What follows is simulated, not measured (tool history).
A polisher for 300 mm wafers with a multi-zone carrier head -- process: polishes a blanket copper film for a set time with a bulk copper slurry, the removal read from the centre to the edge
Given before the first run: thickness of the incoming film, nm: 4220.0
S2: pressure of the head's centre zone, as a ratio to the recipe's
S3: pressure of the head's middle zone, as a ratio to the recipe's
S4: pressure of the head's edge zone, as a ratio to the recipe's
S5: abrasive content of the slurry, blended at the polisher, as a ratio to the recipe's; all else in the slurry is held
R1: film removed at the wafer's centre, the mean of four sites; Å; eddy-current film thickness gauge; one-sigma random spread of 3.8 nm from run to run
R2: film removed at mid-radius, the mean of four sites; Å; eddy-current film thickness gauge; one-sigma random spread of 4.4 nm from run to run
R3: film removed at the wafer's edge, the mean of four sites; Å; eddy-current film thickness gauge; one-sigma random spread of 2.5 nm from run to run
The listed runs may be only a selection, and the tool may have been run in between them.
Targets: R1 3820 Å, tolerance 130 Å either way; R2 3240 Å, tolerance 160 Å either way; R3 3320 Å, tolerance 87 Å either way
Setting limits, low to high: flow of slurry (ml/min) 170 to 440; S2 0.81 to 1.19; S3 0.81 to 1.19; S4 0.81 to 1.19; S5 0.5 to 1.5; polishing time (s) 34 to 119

Run 1, hour 0: flow of slurry (ml/min) 280, S2 1, S3 1, S4 1, S5 1, polishing time (s) 76. Result: R1 6003.1 Å, R2 5969.8 Å, R3 5475.6 Å.
Run 2, hour 3: flow of slurry (ml/min) 275, S2 1, S3 0.97, S4 0.99, S5 0.9, polishing time (s) 72. Result: R1 5458.2 Å, R2 5264.9 Å, R3 5119.6 Å.
Run 3, hour 8.6: flow of slurry (ml/min) 280, S2 1.01, S3 0.97, S4 0.97, S5 0.85, polishing time (s) 68. Result: R1 5233.7 Å, R2 5073.8 Å, R3 4740.7 Å.
Run 4, hour 11.1: flow of slurry (ml/min) 280, S2 1.02, S3 0.95, S4 0.96, S5 0.8, polishing time (s) 65. Result: R1 4948.4 Å, R2 4605.3 Å, R3 4483.8 Å.
Run 5, hour 12.1: flow of slurry (ml/min) 280, S2 1.02, S3 0.95, S4 0.96, S5 0.9, polishing time (s) 65. Result: R1 5038.8 Å, R2 4716.6 Å, R3 4600 Å.
At hour 13.8: edge zone pressure recalibrated.
Run 6, hour 13.8: flow of slurry (ml/min) 280, S2 1.02, S3 0.95, S4 0.96, S5 0.9, polishing time (s) 79. Result: R1 6148.6 Å, R2 5866.9 Å, R3 5773.2 Å.
Run 7, hour 19.5: flow of slurry (ml/min) 280, S2 1.03, S3 0.94, S4 0.96, S5 0.85, polishing time (s) 74. Result: R1 5762 Å, R2 5111.5 Å, R3 5372.6 Å.
Run 8, hour 26.8: flow of slurry (ml/min) 280, S2 1.03, S3 0.94, S4 0.95, S5 0.8, polishing time (s) 70. Result: R1 5453.7 Å, R2 4888.8 Å, R3 5024.7 Å.
Run 9, hour 27.6: flow of slurry (ml/min) 265, S2 1.03, S3 0.84, S4 0.85, S5 0.55, polishing time (s) 48. Result: R1 3495 Å, R2 2911.4 Å, R3 3111.5 Å.
Run 10, hour 33.1: flow of slurry (ml/min) 275, S2 1.03, S3 0.85, S4 0.86, S5 0.55, polishing time (s) 48. Result: R1 3477.7 Å, R2 2983.8 Å, R3 3114.4 Å.
Run 11, hour 40.1: flow of slurry (ml/min) 280, S2 1.04, S3 0.86, S4 0.87, S5 0.55, polishing time (s) 48. Result: R1 3576.1 Å, R2 2988.8 Å, R3 3163.7 Å.

Next run, 4 choices. One meets every target within its allowed miss, the rest don't. Which?
Run A, hour 47.1: flow of slurry (ml/min) 315, S2 0.99, S3 1.09, S4 0.81, S5 0.7, polishing time (s) 46. Result: R1 ?, R2 ?, R3 ?.
Run B, hour 47.1: flow of slurry (ml/min) 285, S2 1.07, S3 0.9, S4 0.89, S5 0.65, polishing time (s) 49. Result: R1 ?, R2 ?, R3 ?.
Run C, hour 47.1: flow of slurry (ml/min) 305, S2 1.07, S3 1.07, S4 0.81, S5 0.75, polishing time (s) 44. Result: R1 ?, R2 ?, R3 ?.
Run D, hour 47.1: flow of slurry (ml/min) 275, S2 0.94, S3 0.95, S4 0.81, S5 0.6, polishing time (s) 47. Result: R1 ?, R2 ?, R3 ?.

move      R1      R2      R3
   A  3399.4    3618  3083.1
   B  3820.8  3205.7  3315.9
   C  3544.4  3433.7    2977
   D    3163  3165.8  3045.8
A: further off than the last run
B: in spec on every target
C: further off than the last run
D: further off than the last run
Answer: B

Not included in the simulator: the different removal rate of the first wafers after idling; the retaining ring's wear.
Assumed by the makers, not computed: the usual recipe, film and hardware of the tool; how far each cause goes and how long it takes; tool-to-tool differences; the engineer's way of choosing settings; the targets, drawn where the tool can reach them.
